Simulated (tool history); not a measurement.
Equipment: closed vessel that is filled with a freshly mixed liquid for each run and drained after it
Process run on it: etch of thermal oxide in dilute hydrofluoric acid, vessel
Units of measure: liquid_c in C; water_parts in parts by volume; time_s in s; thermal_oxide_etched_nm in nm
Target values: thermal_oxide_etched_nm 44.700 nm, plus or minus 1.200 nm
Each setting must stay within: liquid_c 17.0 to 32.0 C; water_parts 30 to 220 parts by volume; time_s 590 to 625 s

run  hour  liquid_c  water_parts  time_s  thermal_oxide_etched_nm
  1   0.0      24.0          125     590                   22.930
  2   6.8      20.5          125     590                   19.958
  3  10.2      20.5          125     590                   19.862
  4  13.8      20.5          150     590                   16.105
  5  19.7      22.0          140     590                   18.591
  6  21.3      22.0          115     590                   23.344
  7  27.4      23.5          110     590                   25.945
  8  30.0      27.5           80     590                   42.913

Exactly one of the 4 candidate moves below puts every result within its allowed miss. Which one?
  A  32.6      25.0           70     620                        ?
  B  32.6      27.5           85     590                        ?
  C  32.6      23.0           70     625                        ?
  D  32.6      25.0           80     595                        ?

move  thermal_oxide_etched_nm
   A                   48.091
   B                   40.771
   C                   44.705
   D                   39.858
A: takes the result that was furthest off past its target
B: lands further from the targets than the last run did
C: each result inside its tolerance
D: lands further from the targets than the last run did
Answer: C
